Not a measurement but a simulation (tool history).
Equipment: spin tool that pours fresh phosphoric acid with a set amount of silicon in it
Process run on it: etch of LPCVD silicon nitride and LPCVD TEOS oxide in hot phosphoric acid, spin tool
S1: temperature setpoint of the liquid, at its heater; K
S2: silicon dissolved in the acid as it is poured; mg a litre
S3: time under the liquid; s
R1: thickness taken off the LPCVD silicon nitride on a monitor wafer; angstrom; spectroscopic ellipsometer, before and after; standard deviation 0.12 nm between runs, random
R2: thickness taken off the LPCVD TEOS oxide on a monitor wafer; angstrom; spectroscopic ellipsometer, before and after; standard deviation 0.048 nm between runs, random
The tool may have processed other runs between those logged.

run  hour      S1   S2   S3      R1      R2
  1     0  434.15  8.5  180   159.6  7.0495
  2     8  435.65  8.5  180  168.51  7.5046
  3    11  436.65   10  200     193  8.9347
  4  15.1  438.15   10  200  205.18  9.9963
  5  22.4  438.15  6.5  200  204.14  10.046
  6  28.1  438.15   10  215     219  9.6957

Run 7 comes next. What will it give?
  7  29.3  438.15  10.5  225   ?   ?

Logged for run 7: R1 228.21 angstrom, R2 10.571 angstrom.
